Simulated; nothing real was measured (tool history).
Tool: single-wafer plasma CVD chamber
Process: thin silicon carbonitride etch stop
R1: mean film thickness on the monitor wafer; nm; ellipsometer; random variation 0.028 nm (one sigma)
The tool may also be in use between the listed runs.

Run 1, hour 0: RF power (W) 275, deposition time (s) 13.9. Result: R1 8.2729 nm.
Run 2, hour 7.5: RF power (W) 275, deposition time (s) 15.6. Result: R1 9.3638 nm.
Run 3, hour 9.2: RF power (W) 265, deposition time (s) 14.6. Result: R1 8.6371 nm.
Run 4, hour 17.7: RF power (W) 265, deposition time (s) 13.4. Result: R1 7.9076 nm.
Run 5, hour 22.2: RF power (W) 265, deposition time (s) 11.8. Result: R1 6.9985 nm.
Run 6, hour 26.2: RF power (W) 255, deposition time (s) 11.5. Result: R1 6.7251 nm.
Run 7, hour 31.9: RF power (W) 245, deposition time (s) 11.4. Result: R1 6.5562 nm.
Run 8, hour 35.8: RF power (W) 235, deposition time (s) 11.4. Result: R1 6.375 nm.
Run 9, hour 38.8: RF power (W) 230, deposition time (s) 11.4. Result: R1 6.4124 nm.
Run 10, hour 44.1: RF power (W) 225, deposition time (s) 11.4. Result: R1 6.3361 nm.
Run 11, hour 50.3: RF power (W) 220, deposition time (s) 11.4. Result: R1 6.338 nm.

Run 12 comes next. What will it give?
Run 12, hour 53.8: RF power (W) 215, deposition time (s) 11.3. Result: R1 ?.

R1: 6.2189 nm
